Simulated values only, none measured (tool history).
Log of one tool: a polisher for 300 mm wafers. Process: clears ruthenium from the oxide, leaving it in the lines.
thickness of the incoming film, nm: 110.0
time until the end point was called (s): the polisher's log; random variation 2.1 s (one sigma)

run    day  flow of slurry (ml/min)  pressure of the wafer on the pad (psi)  speed of the pad under the wafer (cm/s)  overpolish time after the end point (s)  time until the end point was called (s)
  1      0                      170                                     2.4                                      108                                       23                                   75.682
  2  0.308                      170                                     2.4                                       96                                       23                                    85.61
  3  0.338                      170                                     2.4                                       96                                       23                                   83.013
  4  0.429                      170                                     2.3                                       96                                       23                                   89.146
  5  0.638                      170                                     2.2                                       96                                       23                                   92.012
  6  0.783                      170                                     2.1                                       96                                       23                                   96.435
  7  1.038                      170                                     2.1                                       96                                       23                                   97.415

The next listed run, before its measurement:
  8  1.25                      170                                       2                                       96                                       23                                        ?

time until the end point was called (s): 96.363
